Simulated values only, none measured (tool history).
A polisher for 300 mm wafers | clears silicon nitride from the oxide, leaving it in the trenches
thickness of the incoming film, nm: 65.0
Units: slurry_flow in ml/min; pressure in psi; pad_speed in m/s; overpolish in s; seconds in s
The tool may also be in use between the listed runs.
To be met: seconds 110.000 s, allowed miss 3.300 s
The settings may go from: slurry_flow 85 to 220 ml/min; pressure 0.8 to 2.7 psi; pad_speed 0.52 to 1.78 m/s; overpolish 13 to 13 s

run,hour,slurry_flow,pressure,pad_speed,overpolish,seconds
1,0.0,140,1.7,1.14,13,131.180
2,7.6,140,1.4,1.14,13,158.380
3,16.1,145,1.5,1.14,13,147.330
4,23.9,145,1.5,0.96,13,176.420
5,28.4,125,1.5,0.96,13,181.150
6,32.0,135,1.6,0.96,13,166.110
7,39.5,145,1.7,0.96,13,154.450
8,45.6,150,1.8,0.96,13,145.110

5 next moves are on the table. One of them brings every result within its allowed miss. Which?
A,51.7,160,2.4,1.12,13,?
B,51.7,150,1.7,0.90,13,?
C,51.7,175,2.2,1.22,13,?
D,51.7,140,2.3,1.02,13,?
E,51.7,160,1.5,0.90,13,?

move,seconds
A,93.437
B,163.410
C,92.246
D,109.350
E,182.320
A: takes the result that was furthest off past its target
B: further off than the last run
C: takes the result that was furthest off past its target
D: meets every target
E: further off than the last run
Move D is the one to make.

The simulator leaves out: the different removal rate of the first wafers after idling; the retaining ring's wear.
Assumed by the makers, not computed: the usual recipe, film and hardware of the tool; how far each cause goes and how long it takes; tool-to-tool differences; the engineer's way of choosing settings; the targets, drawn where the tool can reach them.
